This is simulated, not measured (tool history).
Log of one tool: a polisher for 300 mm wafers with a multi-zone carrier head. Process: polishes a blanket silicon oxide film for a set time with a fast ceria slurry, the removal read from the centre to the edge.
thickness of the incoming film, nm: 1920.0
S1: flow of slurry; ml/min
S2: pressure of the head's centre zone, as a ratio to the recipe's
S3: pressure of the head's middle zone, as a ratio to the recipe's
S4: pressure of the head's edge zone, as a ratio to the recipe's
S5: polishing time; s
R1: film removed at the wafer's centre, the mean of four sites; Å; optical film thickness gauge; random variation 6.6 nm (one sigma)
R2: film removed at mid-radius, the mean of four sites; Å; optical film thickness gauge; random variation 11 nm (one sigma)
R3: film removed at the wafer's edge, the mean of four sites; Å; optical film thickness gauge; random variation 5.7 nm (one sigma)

| run | hour | S1 | S2 | S3 | S4 | S5 | R1 | R2 | R3 |
|---|---|---|---|---|---|---|---|---|---|
| 1 | 0 | 155 | 1 | 1 | 1 | 57 | 7306.3 | 7600.9 | 7626.5 |
| 2 | 8.2 | 155 | 1 | 1 | 0.91 | 57 | 7425.9 | 7791.6 | 7201 |
| 3 | 10.3 | 155 | 0.92 | 1 | 0.91 | 57 | 6731.1 | 7739 | 7163.7 |
| 4 | 15.3 | 175 | 0.92 | 1 | 0.91 | 57 | 7031.2 | 7639.8 | 7435.7 |
| 5 | 22.3 | 175 | 0.92 | 0.97 | 0.91 | 57 | 6976.2 | 7536.6 | 7445.2 |
| 6 | 29.8 | 155 | 0.92 | 0.97 | 0.91 | 57 | 6840.7 | 7269.9 | 7199.3 |
| 7 | 34.8 | 155 | 0.91 | 0.98 | 0.92 | 57 | 6818.3 | 7443.5 | 7272.5 |
| 8 | 39.1 | 155 | 0.9 | 0.98 | 0.92 | 57 | 6612.9 | 7325.6 | 7209.7 |
| 9 | 47.9 | 155 | 0.89 | 0.98 | 0.93 | 57 | 6637.4 | 7504.8 | 7319.5 |
| 10 | 52.4 | 155 | 0.89 | 0.98 | 0.93 | 57 | 6455.3 | 7483.4 | 7252.4 |

Forecast run 11:
|  | 59.8 | worn pad replaced by a new one |
| 11 | 59.8 | 155 | 0.88 | 0.97 | 0.94 | 57 | ? | ? | ? |

R1: 6984.2 Å
R2: 8080 Å
R3: 7870 Å
